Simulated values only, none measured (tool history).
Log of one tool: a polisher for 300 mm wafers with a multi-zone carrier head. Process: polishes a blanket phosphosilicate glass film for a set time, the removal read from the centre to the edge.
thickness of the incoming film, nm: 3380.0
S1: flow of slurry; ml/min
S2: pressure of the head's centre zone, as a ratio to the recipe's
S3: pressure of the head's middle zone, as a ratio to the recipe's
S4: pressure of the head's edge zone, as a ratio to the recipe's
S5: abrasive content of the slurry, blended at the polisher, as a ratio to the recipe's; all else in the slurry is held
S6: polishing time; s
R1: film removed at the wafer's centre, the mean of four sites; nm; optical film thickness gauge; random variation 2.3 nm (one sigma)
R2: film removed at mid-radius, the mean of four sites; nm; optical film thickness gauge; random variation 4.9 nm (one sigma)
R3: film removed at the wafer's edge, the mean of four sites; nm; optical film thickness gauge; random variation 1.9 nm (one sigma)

| run | day | S1 | S2 | S3 | S4 | S5 | S6 | R1 | R2 | R3 |
|---|---|---|---|---|---|---|---|---|---|---|
| 1 | 0 | 130 | 1 | 1 | 1 | 1 | 59 | 414.15 | 384.68 | 389.35 |
| 2 | 0.196 | 125 | 0.96 | 1.01 | 0.97 | 0.95 | 59 | 386.5 | 384.89 | 368.66 |
| 3 | 0.221 | 115 | 0.93 | 1 | 0.96 | 0.9 | 59 | 346.11 | 350.9 | 350.5 |
| 4 | 0.45 | 110 | 0.91 | 1.01 | 0.93 | 0.9 | 59 | 334.26 | 352.94 | 344.2 |
| 5 | 0.75 | 105 | 0.9 | 1.02 | 0.91 | 0.9 | 59 | 329.1 | 340.32 | 336.9 |
| 6 | 0.846 | 105 | 0.88 | 1.05 | 0.89 | 0.9 | 59 | 320.17 | 358.18 | 332.88 |
| 7 | 1.046 | 100 | 0.87 | 1.06 | 0.88 | 0.9 | 59 | 314.85 | 350.63 | 325.1 |
| 8 | 1.296 | 95 | 0.86 | 1.07 | 0.87 | 0.9 | 59 | 307.53 | 358.93 | 325.6 |
| 9 | 1.412 | 95 | 0.85 | 1.07 | 0.86 | 0.9 | 59 | 300.59 | 345.67 | 317.05 |
| 10 | 1.729 | 95 | 0.84 | 1.07 | 0.85 | 0.9 | 59 | 293.16 | 352.51 | 320.89 |

Run 11 comes next. What will it give?
|  | 2.062 | centre zone pressure recalibrated |
| 11 | 2.062 | 95 | 0.84 | 1.07 | 0.84 | 0.9 | 59 | ? | ? | ? |

Run 11 gave R1 276.01 nm, R2 362.62 nm, R3 318.1 nm.
